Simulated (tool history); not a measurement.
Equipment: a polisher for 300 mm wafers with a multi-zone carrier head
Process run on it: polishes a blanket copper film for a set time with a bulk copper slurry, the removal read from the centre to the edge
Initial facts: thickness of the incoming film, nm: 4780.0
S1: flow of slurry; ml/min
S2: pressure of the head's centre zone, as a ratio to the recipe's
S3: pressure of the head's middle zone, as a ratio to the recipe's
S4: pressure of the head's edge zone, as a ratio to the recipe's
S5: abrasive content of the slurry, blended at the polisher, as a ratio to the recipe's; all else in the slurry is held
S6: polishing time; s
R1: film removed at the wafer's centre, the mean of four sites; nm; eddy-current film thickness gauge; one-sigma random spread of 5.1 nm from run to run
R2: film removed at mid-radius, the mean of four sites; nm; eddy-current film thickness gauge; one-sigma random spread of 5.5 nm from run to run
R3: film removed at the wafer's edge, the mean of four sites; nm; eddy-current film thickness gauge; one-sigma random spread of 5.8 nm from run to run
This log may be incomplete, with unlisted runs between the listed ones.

Run 1, hour 0.0: S1 240 ml/min, S2 1.00, S3 1.00, S4 1.00, S5 1.00, S6 34 s. Result: R1 402.87 nm, R2 412.27 nm, R3 418.30 nm.
Run 2, hour 3.4: S1 240 ml/min, S2 1.00, S3 1.00, S4 1.00, S5 1.00, S6 42 s. Result: R1 501.88 nm, R2 502.11 nm, R3 508.25 nm.
Run 3, hour 8.9: S1 240 ml/min, S2 1.00, S3 1.00, S4 0.94, S5 1.00, S6 42 s. Result: R1 506.21 nm, R2 511.99 nm, R3 487.14 nm.
Run 4, hour 12.5: S1 240 ml/min, S2 1.00, S3 1.00, S4 0.94, S5 0.85, S6 42 s. Result: R1 488.50 nm, R2 499.18 nm, R3 468.88 nm.
Run 5, hour 15.6: S1 240 ml/min, S2 1.00, S3 1.00, S4 0.90, S5 0.85, S6 42 s. Result: R1 489.68 nm, R2 493.44 nm, R3 476.07 nm.
Run 6, hour 23.2: S1 240 ml/min, S2 1.00, S3 1.00, S4 0.90, S5 0.65, S6 42 s. Result: R1 461.20 nm, R2 481.10 nm, R3 455.00 nm.
Run 7, hour 29.4: S1 245 ml/min, S2 1.02, S3 0.99, S4 0.92, S5 0.70, S6 42 s. Result: R1 481.97 nm, R2 477.60 nm, R3 466.85 nm.
Run 8, hour 33.7: S1 250 ml/min, S2 1.04, S3 0.98, S4 0.93, S5 0.70, S6 42 s. Result: R1 483.58 nm, R2 467.71 nm, R3 467.39 nm.
Run 9, hour 39.5: S1 255 ml/min, S2 1.06, S3 0.98, S4 0.94, S5 0.75, S6 42 s. Result: R1 501.28 nm, R2 480.50 nm, R3 474.70 nm.
Run 10, hour 45.3: S1 260 ml/min, S2 1.08, S3 0.97, S4 0.95, S5 0.75, S6 42 s. Result: R1 511.99 nm, R2 470.73 nm, R3 468.15 nm.
Run 11, hour 46.9: S1 260 ml/min, S2 1.09, S3 0.96, S4 0.97, S5 0.80, S6 42 s. Result: R1 528.87 nm, R2 485.94 nm, R3 479.09 nm.
Run 12, hour 54.6: S1 260 ml/min, S2 1.10, S3 0.94, S4 0.99, S5 0.80, S6 42 s. Result: R1 542.96 nm, R2 465.87 nm, R3 490.51 nm.

Expected results for the next run?
Run 13, hour 59.6: S1 260 ml/min, S2 1.11, S3 0.94, S4 1.00, S5 0.80, S6 42 s. Result: R1 ?, R2 ?, R3 ?.

R1: 536.76 nm
R2: 470.94 nm
R3: 491.85 nm
